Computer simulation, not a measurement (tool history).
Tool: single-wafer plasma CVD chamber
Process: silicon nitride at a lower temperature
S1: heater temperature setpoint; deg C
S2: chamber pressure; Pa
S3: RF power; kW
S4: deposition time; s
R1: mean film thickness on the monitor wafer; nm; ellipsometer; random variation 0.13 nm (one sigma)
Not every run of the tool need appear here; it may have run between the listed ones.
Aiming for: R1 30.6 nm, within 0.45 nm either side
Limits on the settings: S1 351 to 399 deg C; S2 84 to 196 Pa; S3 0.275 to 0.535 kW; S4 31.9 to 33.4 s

| run | hour | S1 | S2 | S3 | S4 | R1 |
|---|---|---|---|---|---|---|
| 1 | 0 | 375 | 140 | 0.405 | 33.4 | 38.371 |
| 2 | 2 | 375 | 140 | 0.405 | 33.4 | 37.889 |
| 3 | 6.9 | 375 | 140 | 0.405 | 33.4 | 37.964 |
| 4 | 15.1 | 375 | 140 | 0.38 | 33.4 | 36.407 |
| 5 | 22.6 | 375 | 165 | 0.38 | 33.4 | 38.076 |
| 6 | 28.9 | 367 | 165 | 0.38 | 33.4 | 38.29 |
| 7 | 37.8 | 367 | 137 | 0.33 | 33.2 | 32.407 |
| 8 | 42.2 | 367 | 133 | 0.33 | 33.2 | 31.975 |
| 9 | 44.2 | 367 | 131 | 0.33 | 33.2 | 31.912 |
| 10 | 51.3 | 367 | 128 | 0.33 | 33.2 | 31.639 |
| 11 | 53 | 367 | 125 | 0.33 | 33.2 | 31.683 |
| 12 | 60.2 | 367 | 123 | 0.33 | 33.2 | 31.249 |
| 13 | 64.6 | 367 | 121 | 0.33 | 33.2 | 31.112 |

4 next moves are on the table. One of them brings every result within its allowed miss. Which?
| A | 69 | 364 | 119 | 0.36 | 31.9 | ? |
| B | 69 | 364 | 99 | 0.35 | 33.4 | ? |
| C | 69 | 360 | 141 | 0.335 | 31.9 | ? |
| D | 69 | 369 | 119 | 0.335 | 33.4 | ? |

| move | R1 |
|---|---|
| A | 31.901 |
| B | 30.612 |
| C | 32.024 |
| D | 31.572 |
A: misses by more than the last run did
B: every result within its allowed miss
C: misses by more than the last run did
D: misses by more than the last run did
Correct choice: B, which meets every target

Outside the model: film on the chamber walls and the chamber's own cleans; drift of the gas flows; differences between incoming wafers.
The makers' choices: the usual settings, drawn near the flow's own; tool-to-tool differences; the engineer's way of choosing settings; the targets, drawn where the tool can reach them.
